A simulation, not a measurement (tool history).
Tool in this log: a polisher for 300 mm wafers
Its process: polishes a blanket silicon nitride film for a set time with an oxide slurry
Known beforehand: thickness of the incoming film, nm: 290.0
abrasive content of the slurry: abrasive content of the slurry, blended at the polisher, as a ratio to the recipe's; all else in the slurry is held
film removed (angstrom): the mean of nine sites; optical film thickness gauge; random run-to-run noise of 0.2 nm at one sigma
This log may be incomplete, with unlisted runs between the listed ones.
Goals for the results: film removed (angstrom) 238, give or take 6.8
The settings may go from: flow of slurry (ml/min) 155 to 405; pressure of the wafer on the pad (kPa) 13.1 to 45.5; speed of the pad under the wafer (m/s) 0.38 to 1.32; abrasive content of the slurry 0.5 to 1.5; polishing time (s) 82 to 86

| run | hour | flow of slurry (ml/min) | pressure of the wafer on the pad (kPa) | speed of the pad under the wafer (m/s) | abrasive content of the slurry | polishing time (s) | film removed (angstrom) |
|---|---|---|---|---|---|---|---|
| 1 | 0 | 260 | 29 | 0.84 | 1 | 82 | 471.88 |
| 2 | 3 | 260 | 35.9 | 0.84 | 1 | 82 | 577.95 |
| 3 | 9.7 | 260 | 31.7 | 0.84 | 1 | 82 | 514.54 |
| 4 | 10.4 | 255 | 25.5 | 0.76 | 1 | 82 | 381.23 |
| 5 | 14.2 | 315 | 25.5 | 0.76 | 1 | 82 | 398.18 |
| 6 | 20.7 | 315 | 20.7 | 0.76 | 1 | 82 | 319.25 |
| 7 | 21.4 | 310 | 18.6 | 0.76 | 1 | 82 | 291.46 |
|  | 23.2 | slurry nozzle cleaned |
| 8 | 23.2 | 300 | 17.2 | 0.76 | 1 | 82 | 278.41 |
| 9 | 26.4 | 295 | 15.9 | 0.76 | 1 | 82 | 255.21 |

Consider the 5 candidate settings below. Which is the only one whose results all fall within their allowed miss of target?
| A | 29.6 | 230 | 15.2 | 0.8 | 1.05 | 82 | ? |
| B | 29.6 | 260 | 14.5 | 0.76 | 1.05 | 82 | ? |
| C | 29.6 | 255 | 17.2 | 0.78 | 1 | 82 | ? |
| D | 29.6 | 285 | 15.2 | 0.78 | 1.05 | 83 | ? |
| E | 29.6 | 305 | 18.6 | 0.66 | 1.1 | 86 | ? |

| move | film removed (angstrom) |
|---|---|
| A | 249.31 |
| B | 232.48 |
| C | 273.37 |
| D | 253.53 |
| E | 286.7 |
A: an improvement on the last run, though not all results are within tolerance
B: all results land within tolerance of their targets
C: moves away from the targets compared with the last run
D: an improvement on the last run, though not all results are within tolerance
E: moves away from the targets compared with the last run
B is the move that brings every result within its allowed miss.
